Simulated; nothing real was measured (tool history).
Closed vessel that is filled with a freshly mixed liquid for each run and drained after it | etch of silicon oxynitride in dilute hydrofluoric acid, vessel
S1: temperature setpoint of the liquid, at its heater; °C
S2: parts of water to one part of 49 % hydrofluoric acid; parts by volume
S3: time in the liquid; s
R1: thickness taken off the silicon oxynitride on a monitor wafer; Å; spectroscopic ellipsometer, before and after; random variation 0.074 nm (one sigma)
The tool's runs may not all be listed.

run  hour    S1   S2    S3      R1
  1   0.0  25.0  205  3110  230.06
  2   8.6  25.0  165  3110  293.87
  3  18.4  25.0  165  3320  314.29
  4  22.5  25.0  125  3320  428.02
  5  31.0  24.0  125  3320  409.67
  6  40.6  21.0  125  3320  353.79

Run 7 comes next. What will it give?
  7  46.7  20.5  135  3320   ?

{"run 7": {"R1": 315.39}}

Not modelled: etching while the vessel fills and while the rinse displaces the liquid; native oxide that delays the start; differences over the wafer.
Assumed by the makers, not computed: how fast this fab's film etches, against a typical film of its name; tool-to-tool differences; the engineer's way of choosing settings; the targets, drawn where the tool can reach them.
